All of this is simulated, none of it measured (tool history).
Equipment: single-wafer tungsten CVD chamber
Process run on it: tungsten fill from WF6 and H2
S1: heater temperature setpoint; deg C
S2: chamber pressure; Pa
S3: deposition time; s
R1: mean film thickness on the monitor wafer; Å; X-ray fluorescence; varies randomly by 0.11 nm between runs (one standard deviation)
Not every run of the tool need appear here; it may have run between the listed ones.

run    day   S1    S2  S3      R1
  1      0  385  4813  17  394.65
  2  0.117  381  4813  17  360.22
  3   0.45  381  5106  17  367.12
  4  0.696  382  5106  17  376.41
  5  0.942  375  5106  17  319.93
  6    1.1  377  5106  17  334.91
  7  1.321  378  5106  17  342.04
  8  1.371  379  5106  17  351.91
  9  1.579  380  5106  17  358.95

Expected results for the next run?
 10  1.788  392  5133  17   ?

{"run 10": {"R1": 469.61}}

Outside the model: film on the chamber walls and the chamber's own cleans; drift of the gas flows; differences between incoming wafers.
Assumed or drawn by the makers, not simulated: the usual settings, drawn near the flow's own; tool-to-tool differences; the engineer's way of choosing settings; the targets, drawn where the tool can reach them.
